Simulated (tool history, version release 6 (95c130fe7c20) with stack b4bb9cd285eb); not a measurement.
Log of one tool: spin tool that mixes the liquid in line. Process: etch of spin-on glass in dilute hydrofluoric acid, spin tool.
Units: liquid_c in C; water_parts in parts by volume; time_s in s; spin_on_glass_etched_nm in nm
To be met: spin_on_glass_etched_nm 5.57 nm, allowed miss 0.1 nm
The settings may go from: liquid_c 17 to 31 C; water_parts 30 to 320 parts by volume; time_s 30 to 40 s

Run 1, day 0: liquid_c 23 C, water_parts 175 parts by volume, time_s 40 s. Result: spin_on_glass_etched_nm 7.493 nm.
Run 2, day 0.042: liquid_c 21.5 C, water_parts 180 parts by volume, time_s 40 s. Result: spin_on_glass_etched_nm 6.8938 nm.
Run 3, day 0.317: liquid_c 20.5 C, water_parts 185 parts by volume, time_s 40 s. Result: spin_on_glass_etched_nm 6.3883 nm.
Run 4, day 0.479: liquid_c 20.5 C, water_parts 130 parts by volume, time_s 40 s. Result: spin_on_glass_etched_nm 9.636 nm.
At day 0.538: hydrofluoric acid flow meter replaced.
Run 5, day 0.538: liquid_c 22 C, water_parts 130 parts by volume, time_s 40 s. Result: spin_on_glass_etched_nm 11.491 nm.
Run 6, day 0.883: liquid_c 22 C, water_parts 130 parts by volume, time_s 40 s. Result: spin_on_glass_etched_nm 11.425 nm.
Run 7, day 0.967: liquid_c 20.5 C, water_parts 145 parts by volume, time_s 40 s. Result: spin_on_glass_etched_nm 9.5644 nm.
Run 8, day 1.238: liquid_c 17 C, water_parts 210 parts by volume, time_s 40 s. Result: spin_on_glass_etched_nm 5.377 nm.

Which of these 4 next moves meets every target?
Run A, day 1.508: liquid_c 20 C, water_parts 215 parts by volume, time_s 40 s. Result: spin_on_glass_etched_nm ?.
Run B, day 1.508: liquid_c 17 C, water_parts 165 parts by volume, time_s 30 s. Result: spin_on_glass_etched_nm ?.
Run C, day 1.508: liquid_c 17 C, water_parts 200 parts by volume, time_s 35 s. Result: spin_on_glass_etched_nm ?.
Run D, day 1.508: liquid_c 19 C, water_parts 195 parts by volume, time_s 35 s. Result: spin_on_glass_etched_nm ?.

move  spin_on_glass_etched_nm
   A                   5.8574
   B                   5.3347
   C                   4.9697
   D                   5.5422
A: takes the result that was furthest off past its target
B: further off than the last run
C: further off than the last run
D: meets every target
The right move is D.
